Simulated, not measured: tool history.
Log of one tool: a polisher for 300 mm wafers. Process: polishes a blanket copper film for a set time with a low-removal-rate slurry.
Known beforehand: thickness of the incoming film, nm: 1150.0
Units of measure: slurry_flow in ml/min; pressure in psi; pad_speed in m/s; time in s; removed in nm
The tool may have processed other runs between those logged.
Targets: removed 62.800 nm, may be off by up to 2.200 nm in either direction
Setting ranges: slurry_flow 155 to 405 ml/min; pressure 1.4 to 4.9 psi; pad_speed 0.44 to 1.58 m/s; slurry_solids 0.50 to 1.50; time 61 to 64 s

run   hour  slurry_flow  pressure  pad_speed  slurry_solids  time  removed
  1    0.0          260       3.1       1.00           1.00    61  141.750
  2    7.2          295       3.1       1.00           1.00    61  143.450
  3   12.8          295       3.1       1.18           1.00    61  168.520
  4   14.8          295       2.7       1.06           1.00    61  137.130
  5   19.0          360       2.7       1.06           1.00    61  136.730
  6   26.8          360       2.4       0.94           1.00    61  110.860
  7   34.6          360       2.1       0.86           1.00    61   90.024
  8   43.4          360       1.9       0.84           1.00    61   79.282
  9   46.9          350       1.8       0.84           1.00    61   78.098
 10   47.8          350       1.7       0.82           1.00    61   71.947
 11   51.6          335       1.6       0.82           1.00    61   67.234
 12   55.5          325       1.6       0.82           1.00    61   68.293
 13   64.0          315       1.6       0.82           1.00    61   66.723
 14   68.4          305       1.6       0.82           1.00    61   66.130
 15   73.9          300       1.6       0.82           1.00    61   66.146
 16   76.0          295       1.6       0.82           1.00    61   66.022
 17   78.5          295       1.6       0.82           1.00    61   66.103
 18   84.2          290       1.6       0.82           1.00    61   66.295
 19   91.2          285       1.6       0.82           1.00    61   65.503
 20   99.5          280       1.6       0.82           1.00    61   66.081
 21  104.9          275       1.6       0.82           1.00    61   65.583
 22  113.5          270       1.6       0.82           1.00    61   67.302
     118.4  -- worn pad replaced by a new one
 23  118.4          270       1.5       0.82           1.00    61   69.706
 24  119.6          280       1.5       0.82           1.00    61   70.362

Of the 4 settings listed for the next run, only one would bring every result within its allowed miss of target. Which one?
  A  120.8          325       2.3       0.50           1.00    61        ?
  B  120.8          340       1.4       0.82           1.10    61        ?
  C  120.8          265       1.4       0.82           1.00    63        ?
  D  120.8          230       1.5       0.80           0.95    64        ?

move  removed
   A   62.891
   B   67.942
   C   66.898
   D   68.171
A: meets every target
B: nearer than the last run, and not there yet
C: nearer than the last run, and not there yet
D: nearer than the last run, and not there yet
Move A is the one to make.

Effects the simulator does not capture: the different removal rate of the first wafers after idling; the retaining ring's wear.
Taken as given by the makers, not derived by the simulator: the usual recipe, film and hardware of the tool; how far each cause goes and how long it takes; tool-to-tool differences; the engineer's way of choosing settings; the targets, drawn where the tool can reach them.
